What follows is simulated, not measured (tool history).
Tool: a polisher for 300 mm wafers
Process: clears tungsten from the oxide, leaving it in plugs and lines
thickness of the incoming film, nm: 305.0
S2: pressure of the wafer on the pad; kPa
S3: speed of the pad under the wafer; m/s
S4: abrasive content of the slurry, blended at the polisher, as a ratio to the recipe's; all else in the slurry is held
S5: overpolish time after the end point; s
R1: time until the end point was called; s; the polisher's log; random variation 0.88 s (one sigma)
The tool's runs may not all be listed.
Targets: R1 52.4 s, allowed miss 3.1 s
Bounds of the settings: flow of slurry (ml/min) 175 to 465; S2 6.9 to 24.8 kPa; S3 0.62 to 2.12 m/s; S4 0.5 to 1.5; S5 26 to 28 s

Run 1, hour 0: flow of slurry (ml/min) 295, S2 15.9 kPa, S3 1.36 m/s, S4 1, S5 26 s. Result: R1 71.626 s.
Run 2, hour 2.8: flow of slurry (ml/min) 295, S2 17.2 kPa, S3 1.38 m/s, S4 1, S5 26 s. Result: R1 63.87 s.
Run 3, hour 9.6: flow of slurry (ml/min) 295, S2 17.2 kPa, S3 1.38 m/s, S4 1.2, S5 26 s. Result: R1 60.91 s.
Run 4, hour 13: flow of slurry (ml/min) 295, S2 17.9 kPa, S3 1.38 m/s, S4 1.2, S5 26 s. Result: R1 58.85 s.
Run 5, hour 18.1: flow of slurry (ml/min) 220, S2 17.9 kPa, S3 1.38 m/s, S4 1.2, S5 26 s. Result: R1 60.163 s.
Run 6, hour 23.2: flow of slurry (ml/min) 220, S2 17.9 kPa, S3 1.38 m/s, S4 1.3, S5 26 s. Result: R1 59.236 s.
Run 7, hour 31.3: flow of slurry (ml/min) 220, S2 18.6 kPa, S3 1.38 m/s, S4 1.3, S5 26 s. Result: R1 56.074 s.
Run 8, hour 37.7: flow of slurry (ml/min) 220, S2 19.3 kPa, S3 1.38 m/s, S4 1.3, S5 26 s. Result: R1 56.888 s.

Which of these 5 next moves meets every target?
Run A, hour 44.1: flow of slurry (ml/min) 230, S2 16.5 kPa, S3 1.34 m/s, S4 1.35, S5 28 s. Result: R1 ?.
Run B, hour 44.1: flow of slurry (ml/min) 220, S2 23.4 kPa, S3 1.24 m/s, S4 1.2, S5 28 s. Result: R1 ?.
Run C, hour 44.1: flow of slurry (ml/min) 175, S2 18.6 kPa, S3 1.34 m/s, S4 1.3, S5 26 s. Result: R1 ?.
Run D, hour 44.1: flow of slurry (ml/min) 245, S2 20.7 kPa, S3 1.14 m/s, S4 1.2, S5 26 s. Result: R1 ?.
Run E, hour 44.1: flow of slurry (ml/min) 235, S2 14.5 kPa, S3 1.6 m/s, S4 1.45, S5 27 s. Result: R1 ?.

move      R1
   A  66.087
   B  51.779
   C  62.111
   D  61.389
   E  64.151
A: further off than the last run
B: meets every target
C: further off than the last run
D: further off than the last run
E: further off than the last run
The right move is B.
